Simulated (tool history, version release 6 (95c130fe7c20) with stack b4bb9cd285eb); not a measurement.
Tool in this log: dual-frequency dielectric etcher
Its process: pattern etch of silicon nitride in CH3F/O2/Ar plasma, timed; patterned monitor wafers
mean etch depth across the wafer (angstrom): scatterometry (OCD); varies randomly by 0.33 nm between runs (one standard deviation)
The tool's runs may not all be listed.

run,hour,source power (W),bias power (W),etch time (s),mean etch depth across the wafer (angstrom)
1,0,550,78,70,589.39
2,3.6,550,78,73,617.81
3,9,550,78,70,589.05
4,15.1,550,78,73,610.99
5,18,620,78,73,638.67
6,22.6,620,72,73,615.63
7,25.3,590,71,73,601.52
8,31.5,570,70,73,589.59
9,32.7,550,69,73,584.05
10,37.4,530,68,73,567.75
11,41.6,520,68,73,561.98
12,46.5,520,68,73,562.83
13,52.2,510,68,73,563
14,55.1,500,68,73,556.8
15,62.4,490,68,73,553.35

Run 16 has not been measured yet. What should we expect?
16,68.1,480,68,73,?

mean etch depth across the wafer (angstrom): 548.62
